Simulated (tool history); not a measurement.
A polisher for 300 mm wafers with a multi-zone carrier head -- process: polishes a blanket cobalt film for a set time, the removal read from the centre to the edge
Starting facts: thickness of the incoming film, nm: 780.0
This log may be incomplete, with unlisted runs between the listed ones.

run  hour  flow of slurry (ml/min)  pressure of the head's centre zone  pressure of the head's middle zone  pressure of the head's edge zone  polishing time (s)  film removed at the wafer's centre (angstrom)  film removed at mid-radius (angstrom)  film removed at the wafer's edge (angstrom)
  1     0                      225                                   1                                   1                                 1                  59                                         2367.4                                 2413.5                                       2476.1
  2   1.3                      225                                   1                                   1                                 1                  70                                         2816.8                                 2950.5                                       2946.5
  3   5.1                      195                                   1                                   1                                 1                  70                                         2812.3                                 2887.2                                       2993.2
  4   9.8                      185                                1.03                                1.04                              1.02                  73                                         3012.7                                 3045.5                                       3166.8
  5    13                      185                                1.03                                0.97                              1.02                  73                                         2975.9                                 2926.4                                       3139.5
  6  16.9                      150                                1.03                                0.97                              1.02                  73                                         3018.7                                 2872.7                                       3044.7

What will run 7 give?
  7  21.8                      215                                1.13                                1.07                              1.12                  81                                              ?                                      ?                                            ?

Run 7 came out at film removed at the wafer's centre (angstrom) 3798.7, film removed at mid-radius (angstrom) 3525.4, film removed at the wafer's edge (angstrom) 3679.6.
